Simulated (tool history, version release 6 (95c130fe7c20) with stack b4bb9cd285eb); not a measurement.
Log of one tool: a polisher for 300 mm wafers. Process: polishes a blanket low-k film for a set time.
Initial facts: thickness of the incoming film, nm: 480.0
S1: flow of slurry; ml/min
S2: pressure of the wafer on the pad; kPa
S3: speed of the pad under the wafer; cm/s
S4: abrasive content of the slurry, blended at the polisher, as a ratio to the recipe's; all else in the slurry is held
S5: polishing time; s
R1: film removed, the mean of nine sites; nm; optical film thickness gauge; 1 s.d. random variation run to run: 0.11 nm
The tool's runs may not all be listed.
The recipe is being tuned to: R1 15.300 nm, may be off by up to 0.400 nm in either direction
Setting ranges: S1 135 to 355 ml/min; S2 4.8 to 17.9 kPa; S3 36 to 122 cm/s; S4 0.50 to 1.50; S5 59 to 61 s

run	hour	S1	S2	S3	S4	S5	R1
1	0.0	225	11.0	78	1.00	59	18.357
2	3.4	225	11.0	94	1.00	59	21.139
3	4.3	225	11.0	94	0.90	59	19.941
4	10.7	265	11.0	94	0.90	59	20.606
5	12.0	320	11.0	94	0.90	59	20.727
6	15.4	280	11.0	94	0.90	59	20.331
7	20.8	280	9.7	94	0.90	59	18.057
8	24.7	280	9.7	94	0.90	59	17.859
9	29.6	250	7.6	94	0.90	59	14.130
10	35.4	255	7.6	94	0.90	59	14.027
11	36.8	260	7.6	94	0.90	59	14.243

5 next moves are on the table. One of them brings every result within its allowed miss. Which?
A	38.2	240	9.0	82	0.85	59	?
B	38.2	260	8.3	96	0.90	61	?
C	38.2	270	6.9	110	0.90	61	?
D	38.2	300	6.9	92	1.05	59	?
E	38.2	280	7.6	104	1.00	59	?

move	R1
A	14.287
B	16.109
C	15.110
D	13.910
E	16.254
A: just as far off the targets as the last run
B: pushes the last run's worst result past its target
C: each result inside its tolerance
D: lands further from the targets than the last run did
E: pushes the last run's worst result past its target
So the answer is move C, the one that meets all the targets.

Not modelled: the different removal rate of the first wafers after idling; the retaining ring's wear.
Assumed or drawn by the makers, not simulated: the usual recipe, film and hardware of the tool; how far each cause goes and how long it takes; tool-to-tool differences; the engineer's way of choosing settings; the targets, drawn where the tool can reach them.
